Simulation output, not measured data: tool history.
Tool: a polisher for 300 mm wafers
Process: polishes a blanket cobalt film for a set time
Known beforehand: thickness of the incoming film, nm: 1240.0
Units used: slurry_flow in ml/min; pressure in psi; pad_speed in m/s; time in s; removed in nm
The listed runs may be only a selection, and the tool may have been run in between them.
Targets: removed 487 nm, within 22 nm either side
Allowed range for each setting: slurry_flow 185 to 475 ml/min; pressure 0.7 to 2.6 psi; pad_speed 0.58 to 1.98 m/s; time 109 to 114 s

run 1 hour=0 | slurry_flow=305 pressure=1.6 pad_speed=1.28 time=109 | removed=647.32
run 2 hour=8.2 | slurry_flow=305 pressure=1.5 pad_speed=1.28 time=109 | removed=603.4
run 3 hour=14.7 | slurry_flow=245 pressure=1.5 pad_speed=1.28 time=109 | removed=600.99
run 4 hour=20.2 | slurry_flow=245 pressure=1.3 pad_speed=1.28 time=109 | removed=526.05
run 5 hour=25.2 | slurry_flow=245 pressure=0.9 pad_speed=1.28 time=109 | removed=362.9
run 6 hour=25.9 | slurry_flow=305 pressure=0.9 pad_speed=1.28 time=109 | removed=372.72
run 7 hour=27.4 | slurry_flow=305 pressure=1.4 pad_speed=1.3 time=109 | removed=565.66
run 8 hour=33 | slurry_flow=305 pressure=1.3 pad_speed=1.3 time=109 | removed=531.77

4 candidate next runs follow, results not yet known. Just one meets every target within its allowed miss. Identify it.
run A hour=38.6 | slurry_flow=250 pressure=1.3 pad_speed=1.42 time=114 | removed=?
run B hour=38.6 | slurry_flow=225 pressure=1.4 pad_speed=1 time=109 | removed=?
run C hour=38.6 | slurry_flow=315 pressure=1.3 pad_speed=1.18 time=109 | removed=?
run D hour=38.6 | slurry_flow=335 pressure=1.5 pad_speed=1.24 time=109 | removed=?

move=A removed=608.23
move=B removed=440.13
move=C removed=496.06
move=D removed=600.5
A: moves away from the targets compared with the last run
B: takes the result that was furthest off past its target
C: every result lands within tolerance
D: moves away from the targets compared with the last run
Answer: C
